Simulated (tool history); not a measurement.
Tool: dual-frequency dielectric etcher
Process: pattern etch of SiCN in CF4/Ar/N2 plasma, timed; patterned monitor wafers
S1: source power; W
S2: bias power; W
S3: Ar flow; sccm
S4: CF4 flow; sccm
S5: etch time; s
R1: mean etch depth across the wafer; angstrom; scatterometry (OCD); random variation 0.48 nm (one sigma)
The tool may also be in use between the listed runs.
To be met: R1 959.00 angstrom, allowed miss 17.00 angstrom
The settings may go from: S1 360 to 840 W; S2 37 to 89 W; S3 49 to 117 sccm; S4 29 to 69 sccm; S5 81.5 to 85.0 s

run 1 hour=0.0 | S1=600 S2=63 S3=83 S4=49 S5=81.5 | R1=779.71
run 2 hour=4.0 | S1=620 S2=63 S3=83 S4=49 S5=81.5 | R1=799.96
run 3 hour=11.2 | S1=620 S2=63 S3=83 S4=54 S5=81.5 | R1=801.95
run 4 hour=15.1 | S1=620 S2=63 S3=90 S4=54 S5=81.5 | R1=805.14
run 5 hour=23.7 | S1=640 S2=63 S3=90 S4=54 S5=81.5 | R1=818.16
run 6 hour=27.3 | S1=740 S2=63 S3=90 S4=54 S5=81.5 | R1=902.70
run 7 hour=30.4 | S1=750 S2=63 S3=90 S4=54 S5=81.5 | R1=909.83
run 8 hour=37.4 | S1=760 S2=63 S3=90 S4=54 S5=81.5 | R1=909.73
run 9 hour=38.9 | S1=760 S2=63 S3=90 S4=54 S5=81.5 | R1=908.19

Which of these 5 next moves meets every target?
run A hour=40.4 | S1=730 S2=67 S3=93 S4=61 S5=82.0 | R1=?
run B hour=40.4 | S1=700 S2=64 S3=97 S4=53 S5=82.0 | R1=?
run C hour=40.4 | S1=720 S2=60 S3=90 S4=50 S5=85.0 | R1=?
run D hour=40.4 | S1=730 S2=61 S3=95 S4=53 S5=82.5 | R1=?
run E hour=40.4 | S1=770 S2=65 S3=93 S4=61 S5=82.0 | R1=?

move=A R1=926.63
move=B R1=863.87
move=C R1=893.05
move=D R1=881.25
move=E R1=950.75
A: nearer than the last run, and not there yet
B: further off than the last run
C: further off than the last run
D: further off than the last run
E: meets every target
Move E is the one to make.

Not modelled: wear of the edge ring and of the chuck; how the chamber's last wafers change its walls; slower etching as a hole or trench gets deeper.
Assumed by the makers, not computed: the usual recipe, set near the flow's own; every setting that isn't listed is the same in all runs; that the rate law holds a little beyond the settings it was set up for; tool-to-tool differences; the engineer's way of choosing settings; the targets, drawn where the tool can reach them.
